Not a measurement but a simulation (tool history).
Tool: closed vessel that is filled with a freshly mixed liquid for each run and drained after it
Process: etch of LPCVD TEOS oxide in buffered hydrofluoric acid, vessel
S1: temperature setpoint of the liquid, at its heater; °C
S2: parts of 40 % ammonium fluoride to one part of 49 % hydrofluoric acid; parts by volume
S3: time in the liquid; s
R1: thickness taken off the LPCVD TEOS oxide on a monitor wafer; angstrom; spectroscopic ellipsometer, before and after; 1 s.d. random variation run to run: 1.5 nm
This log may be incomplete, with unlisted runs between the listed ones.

{"run": 1, "hour": 0.0, "S1": 23, "S2": 14.5, "S3": 95, "R1": 1948.8}
{"run": 2, "hour": 6.2, "S1": 26.5, "S2": 14.5, "S3": 95, "R1": 2361.6}
{"run": 3, "hour": 11.7, "S1": 27.5, "S2": 14.5, "S3": 95, "R1": 2487.4}
{"run": 4, "hour": 19.2, "S1": 28, "S2": 14.5, "S3": 95, "R1": 2547}
{"run": 5, "hour": 23.4, "S1": 28.5, "S2": 14.5, "S3": 95, "R1": 2633.6}
{"run": 6, "hour": 32.1, "S1": 29, "S2": 14.5, "S3": 95, "R1": 2680.9}

For run 7, what comes out?
{"run": 7, "hour": 38.8, "S1": 29.5, "S2": 14.5, "S3": 95, "R1": "?"}

{"run 7": {"R1": 2748.4}}

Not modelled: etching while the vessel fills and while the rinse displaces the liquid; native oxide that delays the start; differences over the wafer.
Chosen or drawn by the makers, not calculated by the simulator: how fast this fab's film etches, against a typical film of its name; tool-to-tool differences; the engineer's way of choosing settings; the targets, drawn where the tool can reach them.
